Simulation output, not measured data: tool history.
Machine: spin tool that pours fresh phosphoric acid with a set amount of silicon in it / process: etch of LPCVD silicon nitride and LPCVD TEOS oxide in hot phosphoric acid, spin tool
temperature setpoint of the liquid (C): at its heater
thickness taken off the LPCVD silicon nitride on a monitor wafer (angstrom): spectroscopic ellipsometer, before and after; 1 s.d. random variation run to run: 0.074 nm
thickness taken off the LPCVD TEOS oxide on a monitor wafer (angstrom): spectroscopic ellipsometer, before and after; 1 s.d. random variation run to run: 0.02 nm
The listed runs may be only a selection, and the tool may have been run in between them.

run	day	temperature setpoint of the liquid (C)	silicon dissolved in the acid as it is poured (mg a litre)	time under the liquid (s)	thickness taken off the LPCVD silicon nitride on a monitor wafer (angstrom)	thickness taken off the LPCVD TEOS oxide on a monitor wafer (angstrom)
1	0	162	16.5	170	178.63	4.9324
2	0.042	162	16.5	200	211.81	5.1683
3	0.417	163	16.5	200	217.8	6.7248
4	0.617	162.5	14.5	185	197.71	5.9365
5	0.712	162.5	20	185	197.15	4.9086
6	0.846	164	20	185	208.15	5.8411
7	0.921	164	20	185	208.37	5.3859
8	1.071	161.5	9.5	110	114.2	3.863
9	1.133	161.5	9.5	110	113.61	3.5265

Expected results for the next run?
10	1.325	162	9.5	110	?	?

Run 10 came out at thickness taken off the LPCVD silicon nitride on a monitor wafer (angstrom) 115.56, thickness taken off the LPCVD TEOS oxide on a monitor wafer (angstrom) 3.7261.
